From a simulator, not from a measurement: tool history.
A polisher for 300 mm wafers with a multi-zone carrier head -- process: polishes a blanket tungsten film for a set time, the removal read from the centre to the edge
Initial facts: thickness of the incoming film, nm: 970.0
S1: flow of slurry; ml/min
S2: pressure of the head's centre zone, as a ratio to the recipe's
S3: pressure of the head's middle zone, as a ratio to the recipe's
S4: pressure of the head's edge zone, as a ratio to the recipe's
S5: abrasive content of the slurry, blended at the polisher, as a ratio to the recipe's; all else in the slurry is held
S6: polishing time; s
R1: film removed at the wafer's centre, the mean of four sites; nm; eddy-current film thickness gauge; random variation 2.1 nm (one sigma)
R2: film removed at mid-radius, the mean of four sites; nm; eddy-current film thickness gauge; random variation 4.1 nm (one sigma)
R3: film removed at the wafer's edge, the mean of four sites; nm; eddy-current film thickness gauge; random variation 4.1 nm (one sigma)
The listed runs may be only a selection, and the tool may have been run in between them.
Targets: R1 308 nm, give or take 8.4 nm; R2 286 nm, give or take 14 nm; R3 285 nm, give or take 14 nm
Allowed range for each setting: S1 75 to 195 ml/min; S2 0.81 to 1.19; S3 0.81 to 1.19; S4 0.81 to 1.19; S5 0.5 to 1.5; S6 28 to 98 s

run 1 hour=0 | S1=125 S2=1 S3=1 S4=1 S5=1 S6=63 | R1=262.35 R2=254.23 R3=258.72
run 2 hour=8 | S1=125 S2=1 S3=1 S4=1 S5=1 S6=74 | R1=305.51 R2=301.08 R3=302.58
run 3 hour=8.6 | S1=125 S2=1 S3=1 S4=1.04 S5=1 S6=74 | R1=308.46 R2=307.42 R3=317.91
run 4 hour=9.8 | S1=125 S2=0.96 S3=1 S4=1.04 S5=1 S6=74 | R1=295.82 R2=298.73 R3=310.81
run 5 hour=18.6 | S1=100 S2=0.96 S3=1 S4=1.04 S5=1 S6=74 | R1=285.18 R2=303.54 R3=305.08
run 6 hour=22.2 | S1=100 S2=0.96 S3=0.94 S4=1.04 S5=1 S6=74 | R1=284.66 R2=282.04 R3=312.45
run 7 hour=28.9 | S1=105 S2=0.97 S3=0.95 S4=1.01 S5=1 S6=74 | R1=288.84 R2=277.39 R3=301.75
run 8 hour=32.9 | S1=110 S2=0.98 S3=0.96 S4=0.99 S5=1 S6=74 | R1=294.58 R2=282.58 R3=305.82

Consider the 4 candidate settings below. Which is the only one whose results all fall within their allowed miss of target?
run A hour=36.9 | S1=115 S2=1.06 S3=1 S4=0.97 S5=1.15 S6=69 | R1=? R2=? R3=?
run B hour=36.9 | S1=100 S2=1 S3=1 S4=1.05 S5=1.3 S6=65 | R1=? R2=? R3=?
run C hour=36.9 | S1=100 S2=0.95 S3=0.87 S4=0.96 S5=1.3 S6=77 | R1=? R2=? R3=?
run D hour=36.9 | S1=115 S2=1.07 S3=0.92 S4=0.98 S5=0.95 S6=71 | R1=? R2=? R3=?

move=A R1=306.51 R2=286.77 R3=278.13
move=B R1=273.52 R2=271.45 R3=275.17
move=C R1=308.2 R2=286.39 R3=312.68
move=D R1=306.92 R2=265.49 R3=277.81
A: in spec on every target
B: further off than the last run
C: brings the last run's worst result on target, with another outside its allowed miss
D: brings the last run's worst result on target, with another outside its allowed miss
A is the move that brings every result within its allowed miss.

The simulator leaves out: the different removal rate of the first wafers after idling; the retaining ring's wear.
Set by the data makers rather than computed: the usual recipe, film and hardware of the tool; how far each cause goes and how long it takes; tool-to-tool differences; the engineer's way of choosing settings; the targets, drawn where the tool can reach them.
